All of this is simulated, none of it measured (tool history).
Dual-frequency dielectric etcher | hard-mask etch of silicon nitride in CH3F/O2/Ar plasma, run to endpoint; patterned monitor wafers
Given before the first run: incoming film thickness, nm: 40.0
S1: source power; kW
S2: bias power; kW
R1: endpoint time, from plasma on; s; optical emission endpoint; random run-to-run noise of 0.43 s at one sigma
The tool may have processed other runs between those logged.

Run 1, day 0.000: S1 0.380 kW, S2 0.060 kW. Result: R1 68.163 s.
Run 2, day 0.271: S1 0.380 kW, S2 0.065 kW. Result: R1 67.727 s.
Run 3, day 0.500: S1 0.310 kW, S2 0.065 kW. Result: R1 72.251 s.
Run 4, day 0.562: S1 0.270 kW, S2 0.065 kW. Result: R1 75.667 s.
Run 5, day 0.771: S1 0.330 kW, S2 0.068 kW. Result: R1 70.129 s.
At day 1.100: wet clean of the chamber.
Run 6, day 1.100: S1 0.330 kW, S2 0.076 kW. Result: R1 64.264 s.

The next listed run, before its measurement:
Run 7, day 1.342: S1 0.350 kW, S2 0.077 kW. Result: R1 ?.

{"run 7": {"R1": 62.649}}

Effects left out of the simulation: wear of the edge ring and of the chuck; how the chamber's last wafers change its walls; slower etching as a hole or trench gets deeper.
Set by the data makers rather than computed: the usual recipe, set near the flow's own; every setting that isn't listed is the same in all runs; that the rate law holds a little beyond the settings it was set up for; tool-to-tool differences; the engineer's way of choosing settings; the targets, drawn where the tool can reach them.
